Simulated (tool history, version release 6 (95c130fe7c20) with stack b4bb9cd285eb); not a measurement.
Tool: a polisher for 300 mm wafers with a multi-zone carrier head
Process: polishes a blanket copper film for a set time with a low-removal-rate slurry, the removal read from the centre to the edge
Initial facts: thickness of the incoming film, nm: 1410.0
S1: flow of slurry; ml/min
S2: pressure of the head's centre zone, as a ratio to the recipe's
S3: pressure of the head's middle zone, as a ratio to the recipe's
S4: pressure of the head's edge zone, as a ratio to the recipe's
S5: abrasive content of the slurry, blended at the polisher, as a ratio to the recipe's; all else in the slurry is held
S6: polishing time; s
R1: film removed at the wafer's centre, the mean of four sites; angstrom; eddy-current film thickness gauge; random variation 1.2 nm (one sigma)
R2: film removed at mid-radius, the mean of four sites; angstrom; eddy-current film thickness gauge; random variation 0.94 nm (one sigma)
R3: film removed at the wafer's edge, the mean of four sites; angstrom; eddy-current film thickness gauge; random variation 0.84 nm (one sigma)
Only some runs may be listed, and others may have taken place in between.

{"run": 1, "hour": 0.0, "S1": 120, "S2": 1.0, "S3": 1.0, "S4": 1.0, "S5": 1.0, "S6": 35, "R1": 1016.7, "R2": 1042.4, "R3": 1039.8}
{"run": 2, "hour": 5.3, "S1": 120, "S2": 1.0, "S3": 1.03, "S4": 1.0, "S5": 1.0, "S6": 35, "R1": 1019.9, "R2": 1061.9, "R3": 1044.4}
{"run": 3, "hour": 11.3, "S1": 125, "S2": 1.0, "S3": 1.03, "S4": 1.02, "S5": 1.0, "S6": 35, "R1": 1032.0, "R2": 1095.5, "R3": 1067.7}
{"run": 4, "hour": 13.6, "S1": 125, "S2": 1.0, "S3": 0.98, "S4": 1.02, "S5": 1.0, "S6": 35, "R1": 1037.3, "R2": 1037.6, "R3": 1071.8}
{"run": 5, "hour": 15.2, "S1": 125, "S2": 1.0, "S3": 0.9, "S4": 1.02, "S5": 1.0, "S6": 35, "R1": 1025.1, "R2": 975.95, "R3": 1059.5}
{"run": 6, "hour": 20.7, "S1": 130, "S2": 1.0, "S3": 0.91, "S4": 1.03, "S5": 1.0, "S6": 35, "R1": 1073.1, "R2": 989.42, "R3": 1073.1}
{"run": 7, "hour": 28.1, "S1": 160, "S2": 0.9, "S3": 1.0, "S4": 1.13, "S5": 1.15, "S6": 35, "R1": 1049.3, "R2": 1133.5, "R3": 1193.8}

Predict the results of run 8:
{"run": 8, "hour": 30.0, "S1": 160, "S2": 0.91, "S3": 1.0, "S4": 1.13, "S5": 1.15, "S6": 35, "R1": "?", "R2": "?", "R3": "?"}

{"run 8": {"R1": 1051.5, "R2": 1126.7, "R3": 1205.4}}
